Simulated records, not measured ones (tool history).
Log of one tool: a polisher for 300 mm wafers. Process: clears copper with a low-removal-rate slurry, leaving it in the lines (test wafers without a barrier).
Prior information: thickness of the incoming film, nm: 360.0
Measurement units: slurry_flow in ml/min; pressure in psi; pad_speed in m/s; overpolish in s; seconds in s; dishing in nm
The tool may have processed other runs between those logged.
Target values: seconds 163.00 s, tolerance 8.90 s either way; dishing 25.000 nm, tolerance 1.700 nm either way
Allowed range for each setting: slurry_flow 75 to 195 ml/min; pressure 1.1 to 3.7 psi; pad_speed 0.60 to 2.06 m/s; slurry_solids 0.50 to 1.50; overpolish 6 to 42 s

{"run": 1, "hour": 0.0, "slurry_flow": 125, "pressure": 2.4, "pad_speed": 1.32, "slurry_solids": 1.0, "overpolish": 21, "seconds": 102.51, "dishing": 27.13}
{"run": 2, "hour": 3.4, "slurry_flow": 140, "pressure": 2.4, "pad_speed": 1.32, "slurry_solids": 1.0, "overpolish": 21, "seconds": 103.82, "dishing": 27.436}
{"run": 3, "hour": 4.5, "slurry_flow": 140, "pressure": 2.2, "pad_speed": 1.3, "slurry_solids": 1.0, "overpolish": 22, "seconds": 110.14, "dishing": 26.854}
{"run": 4, "hour": 11.7, "slurry_flow": 140, "pressure": 2.0, "pad_speed": 1.28, "slurry_solids": 1.0, "overpolish": 24, "seconds": 117.61, "dishing": 26.675}
{"run": 5, "hour": 15.1, "slurry_flow": 140, "pressure": 2.0, "pad_speed": 1.28, "slurry_solids": 0.9, "overpolish": 24, "seconds": 123.41, "dishing": 26.157}
{"run": 6, "hour": 23.0, "slurry_flow": 140, "pressure": 2.0, "pad_speed": 1.12, "slurry_solids": 0.9, "overpolish": 24, "seconds": 142.51, "dishing": 24.428}
{"run": 7, "hour": 28.4, "slurry_flow": 140, "pressure": 2.0, "pad_speed": 1.12, "slurry_solids": 0.9, "overpolish": 24, "seconds": 140.01, "dishing": 24.605}
{"run": 8, "hour": 36.8, "slurry_flow": 140, "pressure": 1.9, "pad_speed": 1.12, "slurry_solids": 0.9, "overpolish": 25, "seconds": 144.37, "dishing": 24.68}

Which single option among these 5 for the next run brings every result within its allowed miss of target? Just one does.
{"run": "A", "hour": 45.2, "slurry_flow": 165, "pressure": 2.1, "pad_speed": 0.78, "slurry_solids": 0.95, "overpolish": 29, "seconds": "?", "dishing": "?"}
{"run": "B", "hour": 45.2, "slurry_flow": 130, "pressure": 2.4, "pad_speed": 1.06, "slurry_solids": 0.75, "overpolish": 40, "seconds": "?", "dishing": "?"}
{"run": "C", "hour": 45.2, "slurry_flow": 170, "pressure": 2.1, "pad_speed": 1.08, "slurry_solids": 1.0, "overpolish": 23, "seconds": "?", "dishing": "?"}
{"run": "D", "hour": 45.2, "slurry_flow": 185, "pressure": 1.6, "pad_speed": 1.34, "slurry_solids": 0.85, "overpolish": 41, "seconds": "?", "dishing": "?"}
{"run": "E", "hour": 45.2, "slurry_flow": 160, "pressure": 1.3, "pad_speed": 1.44, "slurry_solids": 0.8, "overpolish": 31, "seconds": "?", "dishing": "?"}

move=A seconds=190.19 dishing=24.368
move=B seconds=141.97 dishing=29.276
move=C seconds=136.58 dishing=25.311
move=D seconds=143.23 dishing=28.171
move=E seconds=163.29 dishing=25.256
A: the result that was furthest off in the last run now lies on the other side of its target
B: the biggest miss grows against the last run
C: the biggest miss grows against the last run
D: the biggest miss grows against the last run
E: all results in spec
Correct choice: E, which meets every target
